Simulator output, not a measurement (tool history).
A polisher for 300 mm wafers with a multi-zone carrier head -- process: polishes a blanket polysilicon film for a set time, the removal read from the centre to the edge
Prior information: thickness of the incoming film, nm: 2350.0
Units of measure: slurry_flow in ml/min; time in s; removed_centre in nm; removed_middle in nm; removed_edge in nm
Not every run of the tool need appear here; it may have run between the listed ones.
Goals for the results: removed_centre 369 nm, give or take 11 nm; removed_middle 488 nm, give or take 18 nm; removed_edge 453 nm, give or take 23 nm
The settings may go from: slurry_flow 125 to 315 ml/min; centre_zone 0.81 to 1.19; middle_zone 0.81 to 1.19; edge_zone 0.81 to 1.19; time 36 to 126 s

Run 1, hour 0: slurry_flow 205 ml/min, centre_zone 1, middle_zone 1, edge_zone 1, time 81 s. Result: removed_centre 539.74 nm, removed_middle 575.74 nm, removed_edge 559.4 nm.
Run 2, hour 3.5: slurry_flow 205 ml/min, centre_zone 1, middle_zone 1.03, edge_zone 1, time 81 s. Result: removed_centre 550.26 nm, removed_middle 591.74 nm, removed_edge 553.84 nm.
Run 3, hour 7.9: slurry_flow 200 ml/min, centre_zone 0.97, middle_zone 1.03, edge_zone 0.99, time 79 s. Result: removed_centre 515.45 nm, removed_middle 572.63 nm, removed_edge 545.65 nm.
Run 4, hour 15: slurry_flow 200 ml/min, centre_zone 0.97, middle_zone 1.06, edge_zone 0.99, time 79 s. Result: removed_centre 518.65 nm, removed_middle 581.6 nm, removed_edge 523.12 nm.
Run 5, hour 17.3: slurry_flow 195 ml/min, centre_zone 0.94, middle_zone 1.06, edge_zone 1, time 77 s. Result: removed_centre 486.36 nm, removed_middle 562.78 nm, removed_edge 523.71 nm.
Run 6, hour 20.4: slurry_flow 190 ml/min, centre_zone 0.92, middle_zone 1.06, edge_zone 0.99, time 76 s. Result: removed_centre 466.53 nm, removed_middle 560.34 nm, removed_edge 514.58 nm.
Run 7, hour 24.7: slurry_flow 185 ml/min, centre_zone 0.91, middle_zone 1.06, edge_zone 0.98, time 75 s. Result: removed_centre 454.82 nm, removed_middle 550.9 nm, removed_edge 498.52 nm.
Run 8, hour 28.4: slurry_flow 180 ml/min, centre_zone 0.9, middle_zone 1.05, edge_zone 0.97, time 74 s. Result: removed_centre 441.67 nm, removed_middle 534.74 nm, removed_edge 500.23 nm.
Run 9, hour 33.1: slurry_flow 180 ml/min, centre_zone 0.89, middle_zone 1.05, edge_zone 0.96, time 73 s. Result: removed_centre 431.71 nm, removed_middle 521.48 nm, removed_edge 482.85 nm.
Run 10, hour 37.4: slurry_flow 175 ml/min, centre_zone 0.88, middle_zone 1.05, edge_zone 0.96, time 72 s. Result: removed_centre 413.06 nm, removed_middle 511.12 nm, removed_edge 476.46 nm.
Run 11, hour 42: slurry_flow 170 ml/min, centre_zone 0.87, middle_zone 1.05, edge_zone 0.95, time 72 s. Result: removed_centre 416.24 nm, removed_middle 511.54 nm, removed_edge 472.49 nm.
Run 12, hour 49.7: slurry_flow 170 ml/min, centre_zone 0.86, middle_zone 1.05, edge_zone 0.95, time 71 s. Result: removed_centre 394.8 nm, removed_middle 500.83 nm, removed_edge 473.21 nm.
Run 13, hour 53.2: slurry_flow 165 ml/min, centre_zone 0.86, middle_zone 1.05, edge_zone 0.94, time 71 s. Result: removed_centre 397.3 nm, removed_middle 501.87 nm, removed_edge 461.47 nm.
Run 14, hour 62.2: slurry_flow 160 ml/min, centre_zone 0.85, middle_zone 1.05, edge_zone 0.94, time 71 s. Result: removed_centre 389.29 nm, removed_middle 506.45 nm, removed_edge 474.43 nm.
Run 15, hour 64.2: slurry_flow 155 ml/min, centre_zone 0.83, middle_zone 1.04, edge_zone 0.89, time 68 s. Result: removed_centre 365.9 nm, removed_middle 481.87 nm, removed_edge 421.13 nm.

Exercise: of the 4 proposed moves below, exactly one satisfies all targets within the stated allowed misses. Which move is it?
Run A, hour 66.2: slurry_flow 125 ml/min, centre_zone 0.85, middle_zone 1.08, edge_zone 0.87, time 68 s. Result: removed_centre ?, removed_middle ?, removed_edge ?.
Run B, hour 66.2: slurry_flow 145 ml/min, centre_zone 0.88, middle_zone 1.16, edge_zone 0.81, time 70 s. Result: removed_centre ?, removed_middle ?, removed_edge ?.
Run C, hour 66.2: slurry_flow 230 ml/min, centre_zone 0.81, middle_zone 1.13, edge_zone 0.81, time 67 s. Result: removed_centre ?, removed_middle ?, removed_edge ?.
Run D, hour 66.2: slurry_flow 125 ml/min, centre_zone 0.84, middle_zone 1.06, edge_zone 0.94, time 71 s. Result: removed_centre ?, removed_middle ?, removed_edge ?.

move  removed_centre  removed_middle  removed_edge
   A          352.65          471.49        412.97
   B          387.63          525.28        419.52
   C          367.36          527.06        421.74
   D           363.8          485.64        446.79
A: its largest miss is bigger than the last run's
B: its largest miss is bigger than the last run's
C: its largest miss is bigger than the last run's
D: each result inside its tolerance
Correct choice: D, which meets every target

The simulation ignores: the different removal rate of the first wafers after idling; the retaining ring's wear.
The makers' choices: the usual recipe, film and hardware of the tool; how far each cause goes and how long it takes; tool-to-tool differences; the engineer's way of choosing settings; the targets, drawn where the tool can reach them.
